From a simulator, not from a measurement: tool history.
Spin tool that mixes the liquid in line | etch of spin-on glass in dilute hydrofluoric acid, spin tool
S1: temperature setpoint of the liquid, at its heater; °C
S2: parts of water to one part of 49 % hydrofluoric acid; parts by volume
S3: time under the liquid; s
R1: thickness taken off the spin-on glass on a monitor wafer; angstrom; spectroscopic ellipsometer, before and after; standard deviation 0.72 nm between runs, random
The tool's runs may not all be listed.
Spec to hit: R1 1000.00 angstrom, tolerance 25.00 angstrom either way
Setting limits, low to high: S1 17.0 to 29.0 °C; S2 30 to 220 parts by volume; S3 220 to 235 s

run,hour,S1,S2,S3,R1
1,0.0,21.0,125,220,377.38
2,7.4,22.5,125,220,396.37
3,9.3,22.5,125,235,428.55
4,12.4,22.5,125,235,425.65
5,16.9,23.5,110,235,511.50
6,25.7,27.0,110,235,589.38
7,34.1,27.5,100,235,676.46
# hour 42.0: hydrofluoric acid flow meter replaced
8,42.0,28.0,95,235,677.67
9,49.6,28.0,95,235,674.91
10,54.5,29.0,50,235,1443.40
11,60.4,27.5,55,235,1217.20
12,64.2,26.0,55,235,1139.30
13,67.0,25.5,55,235,1123.20

Pick the move, out of 5, that brings all results within their allowed miss; only one does.
A,69.8,25.5,60,220,?
B,69.8,23.5,60,235,?
C,69.8,24.0,60,235,?
D,69.8,25.0,55,225,?
E,69.8,28.5,65,225,?

move,R1
A,945.45
B,931.03
C,950.28
D,1040.70
E,998.60
A: the result that was furthest off in the last run now lies on the other side of its target
B: the result that was furthest off in the last run now lies on the other side of its target
C: the result that was furthest off in the last run now lies on the other side of its target
D: closes in on the targets versus the last run, not all within tolerance yet
E: all results land within tolerance of their targets
The right move is E.

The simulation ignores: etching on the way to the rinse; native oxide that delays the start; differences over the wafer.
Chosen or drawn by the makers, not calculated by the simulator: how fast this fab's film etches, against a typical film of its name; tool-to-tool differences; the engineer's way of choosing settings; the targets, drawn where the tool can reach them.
